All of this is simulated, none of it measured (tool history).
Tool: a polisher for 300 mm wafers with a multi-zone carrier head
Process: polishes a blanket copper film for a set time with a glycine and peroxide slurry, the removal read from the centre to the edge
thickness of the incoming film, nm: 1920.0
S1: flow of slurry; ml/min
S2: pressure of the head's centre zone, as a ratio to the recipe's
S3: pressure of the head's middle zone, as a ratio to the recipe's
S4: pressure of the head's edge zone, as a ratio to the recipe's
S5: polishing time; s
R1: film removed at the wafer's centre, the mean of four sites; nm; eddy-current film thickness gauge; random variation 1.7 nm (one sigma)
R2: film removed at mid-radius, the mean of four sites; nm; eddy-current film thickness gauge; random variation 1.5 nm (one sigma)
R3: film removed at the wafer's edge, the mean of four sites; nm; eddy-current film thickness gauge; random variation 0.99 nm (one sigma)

Run 1, day 0.000: S1 180 ml/min, S2 1.00, S3 1.00, S4 1.00, S5 43 s. Result: R1 171.45 nm, R2 171.01 nm, R3 169.06 nm.
Run 2, day 0.196: S1 170 ml/min, S2 0.96, S3 1.01, S4 0.98, S5 42 s. Result: R1 155.78 nm, R2 169.64 nm, R3 164.39 nm.
Run 3, day 0.412: S1 165 ml/min, S2 0.94, S3 1.01, S4 0.96, S5 41 s. Result: R1 152.69 nm, R2 165.49 nm, R3 157.42 nm.
Run 4, day 0.658: S1 165 ml/min, S2 0.89, S3 1.01, S4 0.96, S5 41 s. Result: R1 140.23 nm, R2 163.09 nm, R3 157.99 nm.
Run 5, day 0.975: S1 165 ml/min, S2 0.89, S3 1.01, S4 1.02, S5 41 s. Result: R1 141.41 nm, R2 162.99 nm, R3 162.80 nm.
At day 1.021: worn pad replaced by a new one.
Run 6, day 1.021: S1 165 ml/min, S2 0.89, S3 0.96, S4 1.02, S5 41 s. Result: R1 149.49 nm, R2 166.26 nm, R3 173.94 nm.

Run 7 comes next. What will it give?
Run 7, day 1.225: S1 160 ml/min, S2 0.88, S3 0.98, S4 1.01, S5 40 s. Result: R1 ?, R2 ?, R3 ?.

Run 7 gave R1 143.88 nm, R2 164.14 nm, R3 167.70 nm.
